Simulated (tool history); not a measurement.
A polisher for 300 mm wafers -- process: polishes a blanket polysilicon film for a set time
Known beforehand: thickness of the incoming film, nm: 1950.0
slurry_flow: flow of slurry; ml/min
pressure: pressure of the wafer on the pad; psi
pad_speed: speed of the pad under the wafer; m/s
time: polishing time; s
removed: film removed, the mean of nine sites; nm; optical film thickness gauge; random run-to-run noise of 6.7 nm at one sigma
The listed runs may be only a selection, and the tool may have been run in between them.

{"run": 1, "day": 0.0, "slurry_flow": 290, "pressure": 1.8, "pad_speed": 1.04, "time": 85, "removed": 424.73}
{"run": 2, "day": 0.125, "slurry_flow": 290, "pressure": 1.9, "pad_speed": 1.04, "time": 85, "removed": 444.85}
{"run": 3, "day": 0.275, "slurry_flow": 290, "pressure": 2.1, "pad_speed": 1.04, "time": 85, "removed": 494.3}
{"run": 4, "day": 0.296, "slurry_flow": 290, "pressure": 1.8, "pad_speed": 1.04, "time": 85, "removed": 416.19}
{"run": 5, "day": 0.579, "slurry_flow": 290, "pressure": 1.8, "pad_speed": 1.04, "time": 90, "removed": 444.33}
{"run": 6, "day": 0.908, "slurry_flow": 290, "pressure": 1.8, "pad_speed": 0.92, "time": 90, "removed": 408.22}
{"run": 7, "day": 1.188, "slurry_flow": 290, "pressure": 1.9, "pad_speed": 0.92, "time": 90, "removed": 430.64}
{"run": 8, "day": 1.55, "slurry_flow": 290, "pressure": 1.9, "pad_speed": 0.92, "time": 90, "removed": 433.35}

Forecast run 9:
{"run": 9, "day": 1.65, "slurry_flow": 290, "pressure": 2.0, "pad_speed": 0.92, "time": 90, "removed": "?"}

removed: 450.08 nm
